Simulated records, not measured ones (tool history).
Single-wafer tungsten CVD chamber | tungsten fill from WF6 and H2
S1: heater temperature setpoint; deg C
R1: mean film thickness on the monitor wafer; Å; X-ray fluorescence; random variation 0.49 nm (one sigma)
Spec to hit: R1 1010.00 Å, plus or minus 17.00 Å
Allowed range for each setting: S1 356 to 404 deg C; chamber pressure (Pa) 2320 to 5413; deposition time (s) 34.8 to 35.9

{"run": 1, "hour": 0.0, "S1": 380, "chamber pressure (Pa)": 3866, "deposition time (s)": 34.8, "R1": 698.28}
{"run": 2, "hour": 3.3, "S1": 380, "chamber pressure (Pa)": 3200, "deposition time (s)": 34.8, "R1": 632.87}
{"run": 3, "hour": 8.7, "S1": 380, "chamber pressure (Pa)": 3200, "deposition time (s)": 34.8, "R1": 629.83}
{"run": 4, "hour": 15.5, "S1": 384, "chamber pressure (Pa)": 3213, "deposition time (s)": 34.8, "R1": 679.03}
{"run": 5, "hour": 20.7, "S1": 384, "chamber pressure (Pa)": 3213, "deposition time (s)": 34.8, "R1": 679.64}
{"run": 6, "hour": 23.8, "S1": 387, "chamber pressure (Pa)": 3253, "deposition time (s)": 34.8, "R1": 727.24}
{"run": 7, "hour": 32.2, "S1": 390, "chamber pressure (Pa)": 3253, "deposition time (s)": 34.8, "R1": 762.57}
{"run": 8, "hour": 38.2, "S1": 392, "chamber pressure (Pa)": 3293, "deposition time (s)": 34.8, "R1": 792.15}

Consider the 4 candidate settings below. Which is the only one whose results all fall within their allowed miss of target?
{"run": "A", "hour": 44.2, "S1": 388, "chamber pressure (Pa)": 3133, "deposition time (s)": 34.8, "R1": "?"}
{"run": "B", "hour": 44.2, "S1": 399, "chamber pressure (Pa)": 3480, "deposition time (s)": 35.9, "R1": "?"}
{"run": "C", "hour": 44.2, "S1": 387, "chamber pressure (Pa)": 2693, "deposition time (s)": 34.8, "R1": "?"}
{"run": "D", "hour": 44.2, "S1": 396, "chamber pressure (Pa)": 4186, "deposition time (s)": 35.9, "R1": "?"}

move=A R1=720.55
move=B R1=957.86
move=C R1=650.21
move=D R1=1002.10
A: moves away from the targets compared with the last run
B: moves toward the targets from the last run without getting all of them in spec
C: moves away from the targets compared with the last run
D: all results land within tolerance of their targets
The move that meets every target is D.
